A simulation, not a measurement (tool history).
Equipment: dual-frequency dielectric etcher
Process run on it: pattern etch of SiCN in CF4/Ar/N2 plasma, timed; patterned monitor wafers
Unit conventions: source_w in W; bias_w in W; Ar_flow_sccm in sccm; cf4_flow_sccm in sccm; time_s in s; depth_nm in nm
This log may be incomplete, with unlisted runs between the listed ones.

{"run": 1, "hour": 0.0, "source_w": 490, "bias_w": 55, "Ar_flow_sccm": 127, "cf4_flow_sccm": 42, "time_s": 42.5, "depth_nm": 33.114}
{"run": 2, "hour": 7.8, "source_w": 490, "bias_w": 55, "Ar_flow_sccm": 127, "cf4_flow_sccm": 36, "time_s": 42.5, "depth_nm": 32.275}
{"run": 3, "hour": 10.8, "source_w": 490, "bias_w": 64, "Ar_flow_sccm": 127, "cf4_flow_sccm": 36, "time_s": 42.5, "depth_nm": 33.313}
{"run": 4, "hour": 12.7, "source_w": 440, "bias_w": 64, "Ar_flow_sccm": 127, "cf4_flow_sccm": 36, "time_s": 42.5, "depth_nm": 29.74}
{"run": 5, "hour": 13.6, "source_w": 440, "bias_w": 64, "Ar_flow_sccm": 147, "cf4_flow_sccm": 36, "time_s": 42.5, "depth_nm": 28.623}
{"run": 6, "hour": 22.2, "source_w": 440, "bias_w": 74, "Ar_flow_sccm": 147, "cf4_flow_sccm": 36, "time_s": 42.5, "depth_nm": 29.599}

The next listed run, before its measurement:
{"run": 7, "hour": 23.1, "source_w": 470, "bias_w": 74, "Ar_flow_sccm": 147, "cf4_flow_sccm": 36, "time_s": 42.5, "depth_nm": "?"}

depth_nm: 32.102 nm
